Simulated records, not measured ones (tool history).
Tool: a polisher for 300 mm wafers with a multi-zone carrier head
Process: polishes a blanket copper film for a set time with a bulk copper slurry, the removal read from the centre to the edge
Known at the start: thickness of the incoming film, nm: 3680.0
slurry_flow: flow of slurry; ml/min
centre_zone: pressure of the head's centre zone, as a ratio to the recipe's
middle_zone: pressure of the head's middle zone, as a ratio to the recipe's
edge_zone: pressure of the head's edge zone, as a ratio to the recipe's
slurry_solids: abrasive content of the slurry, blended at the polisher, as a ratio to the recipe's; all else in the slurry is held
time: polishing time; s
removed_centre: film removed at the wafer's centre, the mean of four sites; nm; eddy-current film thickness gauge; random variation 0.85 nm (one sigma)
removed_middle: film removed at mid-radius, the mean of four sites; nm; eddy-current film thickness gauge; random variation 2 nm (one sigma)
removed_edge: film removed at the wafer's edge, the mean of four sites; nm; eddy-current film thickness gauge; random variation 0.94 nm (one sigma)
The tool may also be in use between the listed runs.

run,day,slurry_flow,centre_zone,middle_zone,edge_zone,slurry_solids,time,removed_centre,removed_middle,removed_edge
1,0.000,185,1.00,1.00,1.00,1.00,47,281.89,290.16,281.81
2,0.225,185,1.00,1.00,1.00,1.15,47,292.72,289.69,290.47
3,0.533,185,1.00,1.00,1.05,1.15,47,289.96,295.21,296.11
4,0.792,175,0.96,1.00,1.03,1.00,42,241.06,243.32,256.18
5,0.879,175,0.96,1.00,1.03,0.85,42,232.20,238.65,244.33
6,0.950,170,0.93,1.04,1.02,0.75,38,193.98,218.82,210.83
7,1.138,160,0.90,1.04,1.01,0.70,36,173.38,204.63,198.06
8,1.379,155,0.88,1.03,0.98,0.65,34,157.13,183.27,178.90
9,1.725,145,0.86,1.04,0.97,0.60,33,141.33,173.37,170.48
10,1.775,145,0.85,1.04,0.94,0.60,33,142.08,179.62,167.74
11,2.038,140,0.84,1.03,0.92,0.60,32,136.24,169.07,161.38
12,2.229,135,0.83,1.03,0.91,0.60,32,132.24,161.36,158.94
13,2.592,130,0.83,1.04,0.90,0.60,32,130.03,162.19,158.25

The next listed run, before its measurement:
14,2.821,130,0.83,1.04,0.90,0.60,32,?,?,?

removed_centre: 129.64 nm
removed_middle: 160.66 nm
removed_edge: 159.22 nm
